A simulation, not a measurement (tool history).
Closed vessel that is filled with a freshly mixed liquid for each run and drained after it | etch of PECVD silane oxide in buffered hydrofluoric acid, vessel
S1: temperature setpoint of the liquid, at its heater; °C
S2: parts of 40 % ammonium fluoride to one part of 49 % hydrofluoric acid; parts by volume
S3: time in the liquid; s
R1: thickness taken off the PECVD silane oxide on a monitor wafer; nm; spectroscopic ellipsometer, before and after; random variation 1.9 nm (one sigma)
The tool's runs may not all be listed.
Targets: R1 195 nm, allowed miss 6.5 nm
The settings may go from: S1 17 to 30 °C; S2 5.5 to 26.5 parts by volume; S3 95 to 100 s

{"run": 1, "day": 0.0, "S1": 22, "S2": 16, "S3": 95, "R1": 274.31}
{"run": 2, "day": 0.038, "S1": 21.5, "S2": 16, "S3": 95, "R1": 265.01}
{"run": 3, "day": 0.183, "S1": 21, "S2": 16, "S3": 95, "R1": 260.32}
{"run": 4, "day": 0.388, "S1": 20.5, "S2": 16, "S3": 95, "R1": 252.16}
{"run": 5, "day": 0.542, "S1": 20.5, "S2": 13.5, "S3": 95, "R1": 295.64}
{"run": 6, "day": 0.608, "S1": 20.5, "S2": 13.5, "S3": 95, "R1": 298.75}
{"run": 7, "day": 0.958, "S1": 20, "S2": 14, "S3": 95, "R1": 275.85}
{"run": 8, "day": 1.275, "S1": 19.5, "S2": 14.5, "S3": 95, "R1": 262}
{"run": 9, "day": 1.404, "S1": 19, "S2": 15, "S3": 95, "R1": 245.66}
{"run": 10, "day": 1.608, "S1": 18.5, "S2": 15.5, "S3": 95, "R1": 231.31}
{"run": 11, "day": 1.933, "S1": 17.5, "S2": 16.5, "S3": 95, "R1": 207.64}

4 next moves are on the table. One of them brings every result within its allowed miss. Which?
{"run": "A", "day": 2.258, "S1": 18.5, "S2": 16.5, "S3": 95, "R1": "?"}
{"run": "B", "day": 2.258, "S1": 17.5, "S2": 17.5, "S3": 100, "R1": "?"}
{"run": "C", "day": 2.258, "S1": 17, "S2": 18, "S3": 100, "R1": "?"}
{"run": "D", "day": 2.258, "S1": 17, "S2": 16, "S3": 95, "R1": "?"}

move=A R1=222.17
move=B R1=208.47
move=C R1=197.04
move=D R1=210.26
A: further off than the last run
B: further off than the last run
C: meets every target
D: further off than the last run
The right move is C.
